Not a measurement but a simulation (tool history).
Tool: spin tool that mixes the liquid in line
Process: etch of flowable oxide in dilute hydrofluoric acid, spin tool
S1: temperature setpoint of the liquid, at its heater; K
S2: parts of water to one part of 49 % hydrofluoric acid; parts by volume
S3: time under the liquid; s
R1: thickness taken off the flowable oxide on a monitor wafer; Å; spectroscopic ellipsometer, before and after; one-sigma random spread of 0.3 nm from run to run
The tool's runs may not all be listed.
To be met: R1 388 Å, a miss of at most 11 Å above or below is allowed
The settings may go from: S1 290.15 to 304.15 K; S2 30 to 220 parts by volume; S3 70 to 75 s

{"run": 1, "hour": 0.0, "S1": 296.15, "S2": 125, "S3": 70, "R1": 214.95}
{"run": 2, "hour": 8.9, "S1": 298.15, "S2": 115, "S3": 70, "R1": 259.95}
{"run": 3, "hour": 12.8, "S1": 299.65, "S2": 110, "S3": 70, "R1": 286.99}
{"run": 4, "hour": 19.7, "S1": 299.65, "S2": 110, "S3": 70, "R1": 287.07}
{"run": 5, "hour": 22.7, "S1": 300.65, "S2": 105, "S3": 70, "R1": 315.05}
{"run": 6, "hour": 28.2, "S1": 300.65, "S2": 85, "S3": 70, "R1": 399.48}
{"hour": 34.8, "done": "hydrofluoric acid flow meter replaced"}
{"run": 7, "hour": 34.8, "S1": 300.15, "S2": 85, "S3": 70, "R1": 425.13}
{"run": 8, "hour": 41.3, "S1": 300.15, "S2": 85, "S3": 70, "R1": 427.15}
{"run": 9, "hour": 49.8, "S1": 299.15, "S2": 85, "S3": 70, "R1": 406.72}
{"run": 10, "hour": 57.3, "S1": 298.65, "S2": 85, "S3": 70, "R1": 403.12}

Exactly one of the 5 candidate moves below puts every result within its allowed miss. Which one?
{"run": "A", "hour": 64.8, "S1": 301.15, "S2": 100, "S3": 70, "R1": "?"}
{"run": "B", "hour": 64.8, "S1": 294.65, "S2": 85, "S3": 75, "R1": "?"}
{"run": "C", "hour": 64.8, "S1": 297.65, "S2": 80, "S3": 70, "R1": "?"}
{"run": "D", "hour": 64.8, "S1": 297.15, "S2": 95, "S3": 75, "R1": "?"}
{"run": "E", "hour": 64.8, "S1": 296.15, "S2": 80, "S3": 70, "R1": "?"}

move=A R1=370.79
move=B R1=368.31
move=C R1=414.96
move=D R1=360.14
move=E R1=390.62
A: the result that was furthest off in the last run now lies on the other side of its target
B: the result that was furthest off in the last run now lies on the other side of its target
C: lands further from the targets than the last run did
D: the result that was furthest off in the last run now lies on the other side of its target
E: in spec on every target
So the answer is move E, the one that meets all the targets.
